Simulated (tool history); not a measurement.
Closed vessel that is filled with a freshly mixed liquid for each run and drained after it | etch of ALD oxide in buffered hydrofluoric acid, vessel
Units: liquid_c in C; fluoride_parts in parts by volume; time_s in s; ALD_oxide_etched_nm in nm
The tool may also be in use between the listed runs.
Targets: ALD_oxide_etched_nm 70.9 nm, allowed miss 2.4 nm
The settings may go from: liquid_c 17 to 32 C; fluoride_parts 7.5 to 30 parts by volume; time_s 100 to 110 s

| run | day | liquid_c | fluoride_parts | time_s | ALD_oxide_etched_nm |
|---|---|---|---|---|---|
| 1 | 0 | 24 | 22 | 100 | 80.944 |
| 2 | 0.312 | 24 | 17.5 | 100 | 98.132 |
| 3 | 0.454 | 24 | 17.5 | 110 | 111.65 |
| 4 | 0.767 | 22.5 | 18 | 110 | 99.071 |
| 5 | 1.021 | 22.5 | 18 | 100 | 91.102 |
| 6 | 1.167 | 21 | 18.5 | 100 | 80.57 |
| 7 | 1.412 | 20.5 | 18.5 | 100 | 77.744 |
| 8 | 1.488 | 20 | 18.5 | 100 | 75.212 |

4 next moves are on the table. One of them brings every result within its allowed miss. Which?
| A | 1.562 | 18.5 | 20.5 | 105 | ? |
| B | 1.562 | 20.5 | 21 | 100 | ? |
| C | 1.562 | 21.5 | 27.5 | 105 | ? |
| D | 1.562 | 19 | 20 | 100 | ? |

| move | ALD_oxide_etched_nm |
|---|---|
| A | 67.073 |
| B | 70.322 |
| C | 64.821 |
| D | 66.843 |
A: takes the result that was furthest off past its target
B: meets every target
C: takes the result that was furthest off past its target
D: takes the result that was furthest off past its target
Answer: B
